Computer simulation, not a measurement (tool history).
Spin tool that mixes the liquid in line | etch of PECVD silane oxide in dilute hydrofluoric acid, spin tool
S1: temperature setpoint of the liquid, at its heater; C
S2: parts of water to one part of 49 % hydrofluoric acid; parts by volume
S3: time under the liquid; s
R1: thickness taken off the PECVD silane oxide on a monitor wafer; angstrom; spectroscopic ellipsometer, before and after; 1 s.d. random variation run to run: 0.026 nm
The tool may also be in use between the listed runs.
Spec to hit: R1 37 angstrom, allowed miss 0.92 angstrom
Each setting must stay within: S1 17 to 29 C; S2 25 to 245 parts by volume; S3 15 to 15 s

run	hour	S1	S2	S3	R1
1	0	21	135	15	27.109
2	2.1	23.5	135	15	30.166
3	5.1	25	135	15	31.658
4	9.6	25	110	15	40.784
5	15.6	24.5	110	15	39.931
6	22.8	24.5	60	15	76.391
7	30.4	22	75	15	54.37
8	34.7	22	75	15	54.397
9	41.8	20.5	80	15	48.624
10	43.9	19.5	85	15	43.338
11	47.7	18.5	85	15	41.399
12	56.6	18	85	15	40.634
13	60.9	17.5	85	15	39.511

Next run, 4 choices. One meets every target within its allowed miss, the rest don't. Which?
A	65.2	21.5	90	15	?
B	65.2	17	95	15	?
C	65.2	19.5	105	15	?
D	65.2	17.5	90	15	?

move	R1
A	43.714
B	34.161
C	33.94
D	37.025
A: further off than the last run
B: the result that was furthest off in the last run now lies on the other side of its target
C: the result that was furthest off in the last run now lies on the other side of its target
D: each result inside its tolerance
Go with D: it meets all targets.
